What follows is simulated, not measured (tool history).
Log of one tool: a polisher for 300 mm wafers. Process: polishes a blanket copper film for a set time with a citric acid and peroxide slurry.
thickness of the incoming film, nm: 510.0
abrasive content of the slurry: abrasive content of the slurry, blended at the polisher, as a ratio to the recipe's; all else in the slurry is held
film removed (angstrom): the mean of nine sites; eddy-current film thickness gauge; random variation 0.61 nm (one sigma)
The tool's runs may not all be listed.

run,day,flow of slurry (ml/min),pressure of the wafer on the pad (kPa),speed of the pad under the wafer (m/s),abrasive content of the slurry,polishing time (s),film removed (angstrom)
1,0,155,26.9,0.84,1,40,866.39
2,0.196,155,25.5,0.84,1,40,793.28
3,0.225,155,25.5,0.84,1,42,848.73
4,0.454,155,24.1,0.84,1,42,790.89
5,0.75,155,24.1,0.84,1,40,767.24
6,1.071,185,24.1,0.84,1,40,786.24
7,1.317,185,22.8,0.84,1,40,751.28
8,1.446,180,22.1,0.84,1,40,716.86
9,1.646,180,21.4,0.84,1,40,699.65
10,1.708,180,20.7,0.84,1,40,680.97
11,1.862,170,13.1,0.82,1,40,425.04
12,2.171,175,13.1,0.82,1,40,429.38

The next listed run, before its measurement:
13,2.442,180,13.1,0.82,1,40,?

{"run 13": {"film removed (angstrom)": 432.57}}

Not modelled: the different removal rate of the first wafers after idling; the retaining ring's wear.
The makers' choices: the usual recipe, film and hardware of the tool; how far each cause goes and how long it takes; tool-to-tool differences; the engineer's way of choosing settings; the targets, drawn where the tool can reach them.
